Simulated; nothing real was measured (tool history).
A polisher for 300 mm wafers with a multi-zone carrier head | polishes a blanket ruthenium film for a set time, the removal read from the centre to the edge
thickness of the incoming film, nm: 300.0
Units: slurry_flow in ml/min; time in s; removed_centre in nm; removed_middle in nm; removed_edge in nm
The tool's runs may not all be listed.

run	hour	slurry_flow	centre_zone	middle_zone	edge_zone	time	removed_centre	removed_middle	removed_edge
1	0	210	1	1	1	53	43.039	38.789	39.805
2	6.2	200	1	0.96	0.97	51	41.278	36.604	37.186
3	14	195	1.01	0.93	0.98	49	39.831	33.567	36.282
4	19.4	195	1.01	0.85	0.98	49	39.472	31.304	36.298
5	27.5	195	1.01	0.85	0.98	59	47.741	37.85	43.237
6	30.1	185	1.01	0.84	0.96	56	44.582	35.263	40.731
7	33	185	1.01	0.83	0.94	54	43.387	33.641	38.807
8	37.1	180	1.01	0.83	0.92	52	41.46	32.355	37.275
9	42.1	175	1.01	0.83	0.9	51	40.624	31.472	35.955
10	47.6	170	1.01	0.83	0.89	50	39.689	30.472	35.211
11	55.3	165	1.01	0.83	0.88	49	38.256	29.895	33.814
12	61.8	160	1.01	0.83	0.88	49	38.605	29.91	33.932
# hour 68.8: centre zone pressure recalibrated
13	68.8	155	1.01	0.83	0.87	49	35.068	29.997	33.519

The next listed run, before its measurement:
14	77.1	160	1.01	0.83	0.87	48	?	?	?

removed_centre: 34.428 nm
removed_middle: 29.197 nm
removed_edge: 32.92 nm
